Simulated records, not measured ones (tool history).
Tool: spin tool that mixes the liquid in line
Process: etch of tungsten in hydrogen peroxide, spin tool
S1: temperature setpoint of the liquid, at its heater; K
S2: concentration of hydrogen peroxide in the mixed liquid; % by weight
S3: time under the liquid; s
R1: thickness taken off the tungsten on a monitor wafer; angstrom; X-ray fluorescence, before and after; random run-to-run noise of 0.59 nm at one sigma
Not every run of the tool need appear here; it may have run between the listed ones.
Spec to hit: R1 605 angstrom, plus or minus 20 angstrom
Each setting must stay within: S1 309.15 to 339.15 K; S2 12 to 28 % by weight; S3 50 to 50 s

Run 1, hour 0: S1 325.15 K, S2 19 % by weight, S3 50 s. Result: R1 1088.9 angstrom.
Run 2, hour 6: S1 325.15 K, S2 20.5 % by weight, S3 50 s. Result: R1 1139.2 angstrom.
Run 3, hour 7.4: S1 329.65 K, S2 20.5 % by weight, S3 50 s. Result: R1 1494.4 angstrom.
Run 4, hour 14: S1 325.15 K, S2 20.5 % by weight, S3 50 s. Result: R1 1109.6 angstrom.
Run 5, hour 16.1: S1 325.15 K, S2 20.5 % by weight, S3 50 s. Result: R1 1132.4 angstrom.
Run 6, hour 19.1: S1 322.15 K, S2 20.5 % by weight, S3 50 s. Result: R1 932.65 angstrom.
Run 7, hour 21.5: S1 322.15 K, S2 20.5 % by weight, S3 50 s. Result: R1 928.01 angstrom.
Run 8, hour 29.1: S1 320.15 K, S2 20.5 % by weight, S3 50 s. Result: R1 839.29 angstrom.
Run 9, hour 32.1: S1 318.65 K, S2 20.5 % by weight, S3 50 s. Result: R1 744.53 angstrom.
Run 10, hour 36: S1 317.65 K, S2 20.5 % by weight, S3 50 s. Result: R1 692.59 angstrom.
Run 11, hour 41.8: S1 317.15 K, S2 20.5 % by weight, S3 50 s. Result: R1 689.76 angstrom.
Run 12, hour 47.6: S1 316.65 K, S2 20.5 % by weight, S3 50 s. Result: R1 669.17 angstrom.
Run 13, hour 52: S1 316.15 K, S2 20.5 % by weight, S3 50 s. Result: R1 645.4 angstrom.

Which single option among these 4 for the next run brings every result within its allowed miss of target? Just one does.
Run A, hour 56.4: S1 316.15 K, S2 20 % by weight, S3 50 s. Result: R1 ?.
Run B, hour 56.4: S1 316.65 K, S2 21 % by weight, S3 50 s. Result: R1 ?.
Run C, hour 56.4: S1 314.65 K, S2 22.5 % by weight, S3 50 s. Result: R1 ?.
Run D, hour 56.4: S1 316.65 K, S2 21.5 % by weight, S3 50 s. Result: R1 ?.

move      R1
   A  640.18
   B  677.24
   C  616.71
   D  685.26
A: an improvement on the last run, though not all results are within tolerance
B: its largest miss is bigger than the last run's
C: each result inside its tolerance
D: its largest miss is bigger than the last run's
Move C is the one to make.

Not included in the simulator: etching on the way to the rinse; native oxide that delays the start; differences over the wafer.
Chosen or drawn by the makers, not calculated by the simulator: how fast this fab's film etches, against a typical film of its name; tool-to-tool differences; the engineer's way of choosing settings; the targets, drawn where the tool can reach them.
